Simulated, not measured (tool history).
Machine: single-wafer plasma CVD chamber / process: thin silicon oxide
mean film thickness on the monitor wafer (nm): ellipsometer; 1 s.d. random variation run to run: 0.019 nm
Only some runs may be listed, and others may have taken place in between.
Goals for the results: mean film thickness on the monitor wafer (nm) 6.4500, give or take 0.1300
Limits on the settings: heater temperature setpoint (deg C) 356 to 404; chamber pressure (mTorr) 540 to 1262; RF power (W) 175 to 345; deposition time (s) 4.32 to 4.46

run,hour,heater temperature setpoint (deg C),chamber pressure (mTorr),RF power (W),deposition time (s),mean film thickness on the monitor wafer (nm)
1,0.0,380,901,260,4.32,8.0721
2,6.3,380,869,260,4.32,7.7849
3,9.2,380,844,260,4.32,7.5754
4,12.7,370,844,260,4.32,7.6360
5,19.9,370,844,290,4.32,7.9293
6,22.8,370,719,290,4.32,6.7278
7,28.5,370,715,290,4.32,6.6842
8,33.9,370,711,290,4.32,6.6138
9,40.8,370,708,290,4.32,6.6313

Exercise: of the 4 proposed moves below, exactly one satisfies all targets within the stated allowed misses. Which move is it?
A,47.7,368,702,285,4.44,?
B,47.7,363,682,315,4.46,?
C,47.7,373,669,295,4.46,?
D,47.7,361,737,265,4.38,?

move,mean film thickness on the monitor wafer (nm)
A,6.7296
B,6.7776
C,6.4456
D,6.8729
A: the biggest miss grows against the last run
B: the biggest miss grows against the last run
C: in spec on every target
D: the biggest miss grows against the last run
So the answer is move C, the one that meets all the targets.
